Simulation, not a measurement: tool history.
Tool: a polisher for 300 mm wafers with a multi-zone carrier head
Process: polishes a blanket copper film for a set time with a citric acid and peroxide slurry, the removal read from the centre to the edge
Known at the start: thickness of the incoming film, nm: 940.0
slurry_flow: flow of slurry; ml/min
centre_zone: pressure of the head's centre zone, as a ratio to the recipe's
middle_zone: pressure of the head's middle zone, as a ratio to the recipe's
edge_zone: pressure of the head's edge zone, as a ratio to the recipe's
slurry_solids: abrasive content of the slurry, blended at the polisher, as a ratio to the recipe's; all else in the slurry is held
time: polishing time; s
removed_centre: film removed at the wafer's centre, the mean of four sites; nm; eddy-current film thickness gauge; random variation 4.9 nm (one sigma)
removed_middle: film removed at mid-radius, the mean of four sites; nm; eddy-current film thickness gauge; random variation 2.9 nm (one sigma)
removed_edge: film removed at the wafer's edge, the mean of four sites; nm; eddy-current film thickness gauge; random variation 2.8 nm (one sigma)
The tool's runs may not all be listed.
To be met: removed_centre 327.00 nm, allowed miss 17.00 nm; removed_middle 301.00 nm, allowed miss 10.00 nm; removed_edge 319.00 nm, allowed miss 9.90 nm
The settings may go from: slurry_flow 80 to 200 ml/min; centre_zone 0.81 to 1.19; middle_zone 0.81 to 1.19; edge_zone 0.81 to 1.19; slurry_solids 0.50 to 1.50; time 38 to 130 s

{"run": 1, "day": 0.0, "slurry_flow": 130, "centre_zone": 1.0, "middle_zone": 1.0, "edge_zone": 1.0, "slurry_solids": 1.0, "time": 84, "removed_centre": 232.99, "removed_middle": 233.19, "removed_edge": 235.6}
{"run": 2, "day": 0.212, "slurry_flow": 130, "centre_zone": 1.0, "middle_zone": 1.0, "edge_zone": 1.0, "slurry_solids": 0.85, "time": 84, "removed_centre": 234.08, "removed_middle": 228.65, "removed_edge": 230.44}
{"run": 3, "day": 0.371, "slurry_flow": 130, "centre_zone": 0.92, "middle_zone": 1.0, "edge_zone": 1.0, "slurry_solids": 0.85, "time": 84, "removed_centre": 216.1, "removed_middle": 226.06, "removed_edge": 231.4}
{"run": 4, "day": 0.517, "slurry_flow": 130, "centre_zone": 0.92, "middle_zone": 1.0, "edge_zone": 0.95, "slurry_solids": 0.85, "time": 84, "removed_centre": 209.34, "removed_middle": 228.91, "removed_edge": 226.06}
{"run": 5, "day": 0.642, "slurry_flow": 130, "centre_zone": 0.87, "middle_zone": 1.0, "edge_zone": 0.95, "slurry_solids": 0.85, "time": 84, "removed_centre": 199.65, "removed_middle": 223.38, "removed_edge": 219.22}
{"run": 6, "day": 0.971, "slurry_flow": 140, "centre_zone": 0.92, "middle_zone": 1.01, "edge_zone": 1.0, "slurry_solids": 0.95, "time": 87, "removed_centre": 222.65, "removed_middle": 248.64, "removed_edge": 242.69}
{"run": 7, "day": 1.012, "slurry_flow": 145, "centre_zone": 0.97, "middle_zone": 1.0, "edge_zone": 1.04, "slurry_solids": 1.05, "time": 90, "removed_centre": 262.53, "removed_middle": 259.1, "removed_edge": 263.5}
{"run": 8, "day": 1.204, "slurry_flow": 180, "centre_zone": 0.97, "middle_zone": 1.04, "edge_zone": 1.14, "slurry_solids": 1.3, "time": 93, "removed_centre": 280.46, "removed_middle": 296.8, "removed_edge": 300.79}

5 next moves are on the table. One of them brings every result within its allowed miss. Which?
{"run": "A", "day": 1.396, "slurry_flow": 180, "centre_zone": 1.04, "middle_zone": 0.97, "edge_zone": 1.12, "slurry_solids": 1.5, "time": 96, "removed_centre": "?", "removed_middle": "?", "removed_edge": "?"}
{"run": "B", "day": 1.396, "slurry_flow": 185, "centre_zone": 1.15, "middle_zone": 0.84, "edge_zone": 1.07, "slurry_solids": 1.3, "time": 100, "removed_centre": "?", "removed_middle": "?", "removed_edge": "?"}
{"run": "C", "day": 1.396, "slurry_flow": 170, "centre_zone": 0.94, "middle_zone": 1.05, "edge_zone": 1.18, "slurry_solids": 1.35, "time": 90, "removed_centre": "?", "removed_middle": "?", "removed_edge": "?"}
{"run": "D", "day": 1.396, "slurry_flow": 180, "centre_zone": 0.99, "middle_zone": 0.91, "edge_zone": 1.19, "slurry_solids": 1.25, "time": 106, "removed_centre": "?", "removed_middle": "?", "removed_edge": "?"}
{"run": "E", "day": 1.396, "slurry_flow": 170, "centre_zone": 1.06, "middle_zone": 0.83, "edge_zone": 1.14, "slurry_solids": 1.15, "time": 109, "removed_centre": "?", "removed_middle": "?", "removed_edge": "?"}

move=A removed_centre=316.51 removed_middle=298.30 removed_edge=316.92
move=B removed_centre=354.90 removed_middle=268.23 removed_edge=315.84
move=C removed_centre=259.80 removed_middle=290.16 removed_edge=294.61
move=D removed_centre=319.66 removed_middle=300.33 removed_edge=345.13
move=E removed_centre=342.77 removed_middle=278.99 removed_edge=341.11
A: meets every target
B: takes the result that was furthest off past its target
C: further off than the last run
D: brings the result that was furthest off to its target, and leaves another outside
E: brings the result that was furthest off to its target, and leaves another outside
The right move is A.
